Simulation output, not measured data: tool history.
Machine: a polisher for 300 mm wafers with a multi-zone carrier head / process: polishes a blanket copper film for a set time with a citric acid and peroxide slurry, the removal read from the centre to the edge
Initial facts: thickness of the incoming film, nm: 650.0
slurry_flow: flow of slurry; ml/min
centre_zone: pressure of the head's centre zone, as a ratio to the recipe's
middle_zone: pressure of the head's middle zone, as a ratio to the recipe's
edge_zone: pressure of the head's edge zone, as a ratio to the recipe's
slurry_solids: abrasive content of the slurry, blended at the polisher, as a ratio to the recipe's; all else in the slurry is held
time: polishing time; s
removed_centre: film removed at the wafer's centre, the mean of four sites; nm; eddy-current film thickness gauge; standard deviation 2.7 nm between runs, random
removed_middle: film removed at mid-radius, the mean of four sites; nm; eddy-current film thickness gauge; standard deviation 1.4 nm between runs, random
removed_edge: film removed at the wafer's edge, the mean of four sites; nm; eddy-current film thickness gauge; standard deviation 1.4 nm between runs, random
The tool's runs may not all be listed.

run	hour	slurry_flow	centre_zone	middle_zone	edge_zone	slurry_solids	time	removed_centre	removed_middle	removed_edge
1	0.0	295	1.00	1.00	1.00	1.00	71	236.43	243.84	243.13
2	8.4	295	1.00	1.00	1.00	1.00	77	258.47	260.08	262.89
3	14.2	255	1.00	1.00	1.00	1.00	77	253.64	256.64	257.23
4	19.6	240	1.02	0.95	1.01	0.90	75	253.31	229.07	248.88
5	21.8	230	1.00	0.92	0.99	0.80	74	233.44	217.42	238.37
6	22.3	220	1.01	0.89	0.98	0.75	73	229.62	202.31	226.47
7	25.5	190	1.00	0.81	1.00	0.55	72	202.49	171.55	210.25

Predict the results of run 8:
8	27.6	195	1.01	0.81	1.00	0.55	72	?	?	?

removed_centre: 212.66 nm
removed_middle: 173.96 nm
removed_edge: 214.28 nm

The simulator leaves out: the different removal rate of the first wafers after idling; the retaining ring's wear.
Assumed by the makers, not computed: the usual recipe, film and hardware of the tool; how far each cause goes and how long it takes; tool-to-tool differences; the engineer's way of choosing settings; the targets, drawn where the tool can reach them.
